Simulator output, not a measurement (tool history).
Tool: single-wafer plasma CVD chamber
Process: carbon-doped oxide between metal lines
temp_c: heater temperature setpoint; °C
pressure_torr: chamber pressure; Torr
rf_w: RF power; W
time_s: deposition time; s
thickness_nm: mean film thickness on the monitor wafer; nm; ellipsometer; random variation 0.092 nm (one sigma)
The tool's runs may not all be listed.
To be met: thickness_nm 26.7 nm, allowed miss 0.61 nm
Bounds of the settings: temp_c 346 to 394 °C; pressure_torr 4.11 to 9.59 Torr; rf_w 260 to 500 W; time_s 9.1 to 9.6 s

{"run": 1, "day": 0.0, "temp_c": 370, "pressure_torr": 6.85, "rf_w": 380, "time_s": 9.6, "thickness_nm": 35.899}
{"run": 2, "day": 0.029, "temp_c": 370, "pressure_torr": 6.85, "rf_w": 335, "time_s": 9.6, "thickness_nm": 32.053}
{"run": 3, "day": 0.204, "temp_c": 361, "pressure_torr": 6.85, "rf_w": 335, "time_s": 9.6, "thickness_nm": 32.898}
{"run": 4, "day": 0.421, "temp_c": 363, "pressure_torr": 6.71, "rf_w": 315, "time_s": 9.6, "thickness_nm": 30.781}
{"run": 5, "day": 0.504, "temp_c": 364, "pressure_torr": 6.36, "rf_w": 305, "time_s": 9.6, "thickness_nm": 29.635}
{"run": 6, "day": 0.658, "temp_c": 371, "pressure_torr": 6.36, "rf_w": 305, "time_s": 9.6, "thickness_nm": 28.963}
{"run": 7, "day": 0.738, "temp_c": 380, "pressure_torr": 5.86, "rf_w": 275, "time_s": 9.6, "thickness_nm": 25.505}
{"run": 8, "day": 0.762, "temp_c": 378, "pressure_torr": 6.01, "rf_w": 275, "time_s": 9.6, "thickness_nm": 25.569}
{"run": 9, "day": 0.846, "temp_c": 376, "pressure_torr": 6.13, "rf_w": 275, "time_s": 9.6, "thickness_nm": 25.898}
{"run": 10, "day": 0.938, "temp_c": 375, "pressure_torr": 6.22, "rf_w": 275, "time_s": 9.6, "thickness_nm": 25.918}
{"run": 11, "day": 1.05, "temp_c": 374, "pressure_torr": 6.27, "rf_w": 275, "time_s": 9.6, "thickness_nm": 26.019}

Which of these 4 next moves meets every target?
{"run": "A", "day": 1.162, "temp_c": 378, "pressure_torr": 5.67, "rf_w": 275, "time_s": 9.6, "thickness_nm": "?"}
{"run": "B", "day": 1.162, "temp_c": 380, "pressure_torr": 7.63, "rf_w": 305, "time_s": 9.4, "thickness_nm": "?"}
{"run": "C", "day": 1.162, "temp_c": 373, "pressure_torr": 6.34, "rf_w": 270, "time_s": 9.4, "thickness_nm": "?"}
{"run": "D", "day": 1.162, "temp_c": 369, "pressure_torr": 6.68, "rf_w": 280, "time_s": 9.5, "thickness_nm": "?"}

move=A thickness_nm=25.727
move=B thickness_nm=28.332
move=C thickness_nm=25.305
move=D thickness_nm=26.871
A: further off than the last run
B: takes the result that was furthest off past its target
C: further off than the last run
D: meets every target
Answer: D

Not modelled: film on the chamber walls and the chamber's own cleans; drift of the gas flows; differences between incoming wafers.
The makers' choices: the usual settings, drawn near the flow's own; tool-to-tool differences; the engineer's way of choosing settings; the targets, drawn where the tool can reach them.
